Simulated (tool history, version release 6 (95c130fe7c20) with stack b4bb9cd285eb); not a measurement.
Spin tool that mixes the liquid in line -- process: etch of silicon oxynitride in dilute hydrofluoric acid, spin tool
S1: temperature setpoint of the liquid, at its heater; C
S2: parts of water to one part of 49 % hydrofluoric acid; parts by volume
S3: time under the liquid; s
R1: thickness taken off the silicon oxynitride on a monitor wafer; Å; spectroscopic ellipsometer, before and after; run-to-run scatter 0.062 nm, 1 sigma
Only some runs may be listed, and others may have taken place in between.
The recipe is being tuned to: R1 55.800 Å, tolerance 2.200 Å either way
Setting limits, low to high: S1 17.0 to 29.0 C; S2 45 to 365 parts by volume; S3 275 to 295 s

Run 1, hour 0.0: S1 21.0 C, S2 205 parts by volume, S3 275 s. Result: R1 34.515 Å.
Run 2, hour 1.1: S1 23.0 C, S2 195 parts by volume, S3 275 s. Result: R1 40.165 Å.
Run 3, hour 2.1: S1 23.0 C, S2 195 parts by volume, S3 275 s. Result: R1 39.798 Å.
Run 4, hour 5.0: S1 23.0 C, S2 225 parts by volume, S3 275 s. Result: R1 33.984 Å.
Run 5, hour 6.1: S1 26.5 C, S2 225 parts by volume, S3 275 s. Result: R1 38.715 Å.
Run 6, hour 7.6: S1 27.0 C, S2 210 parts by volume, S3 275 s. Result: R1 43.286 Å.
Run 7, hour 16.0: S1 27.5 C, S2 200 parts by volume, S3 275 s. Result: R1 47.969 Å.
Run 8, hour 21.0: S1 28.0 C, S2 195 parts by volume, S3 275 s. Result: R1 50.352 Å.
Run 9, hour 28.0: S1 28.0 C, S2 190 parts by volume, S3 275 s. Result: R1 52.210 Å.

Pick the move, out of 4, that brings all results within their allowed miss; only one does.
Run A, hour 35.0: S1 28.0 C, S2 190 parts by volume, S3 295 s. Result: R1 ?.
Run B, hour 35.0: S1 29.0 C, S2 205 parts by volume, S3 275 s. Result: R1 ?.
Run C, hour 35.0: S1 24.0 C, S2 180 parts by volume, S3 295 s. Result: R1 ?.
Run D, hour 35.0: S1 27.5 C, S2 170 parts by volume, S3 285 s. Result: R1 ?.

move      R1
   A  56.361
   B  50.162
   C  50.285
   D  60.585
A: hits every target within its allowed miss
B: misses by more than the last run did
C: misses by more than the last run did
D: carries the result that was furthest off beyond its target, to the other side
A meets every target.
